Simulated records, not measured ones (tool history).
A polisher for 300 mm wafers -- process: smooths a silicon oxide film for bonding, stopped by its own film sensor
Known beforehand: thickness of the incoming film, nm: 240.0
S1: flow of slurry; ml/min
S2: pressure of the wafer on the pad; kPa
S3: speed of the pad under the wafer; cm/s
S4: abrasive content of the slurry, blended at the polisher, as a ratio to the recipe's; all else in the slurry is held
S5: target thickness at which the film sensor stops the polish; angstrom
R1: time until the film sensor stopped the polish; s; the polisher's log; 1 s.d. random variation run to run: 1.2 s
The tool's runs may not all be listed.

run 1 day=0.000 | S1=300 S2=17.2 S3=106 S4=1.0 S5=1960 | R1=54.022
run 2 day=0.188 | S1=300 S2=20.7 S3=106 S4=1.0 S5=1960 | R1=47.780
run 3 day=0.533 | S1=300 S2=22.8 S3=106 S4=1.0 S5=1960 | R1=42.128
run 4 day=0.579 | S1=300 S2=19.3 S3=102 S4=1.0 S5=1960 | R1=51.510
run 5 day=0.608 | S1=300 S2=16.5 S3=100 S4=1.0 S5=1960 | R1=60.320
run 6 day=0.792 | S1=300 S2=16.5 S3=100 S4=1.1 S5=1960 | R1=58.436

Run 7 comes next. What will it give?
run 7 day=1.000 | S1=300 S2=15.2 S3=98 S4=1.1 S5=1960 | R1=?

Run 7 yielded R1 63.064 s.
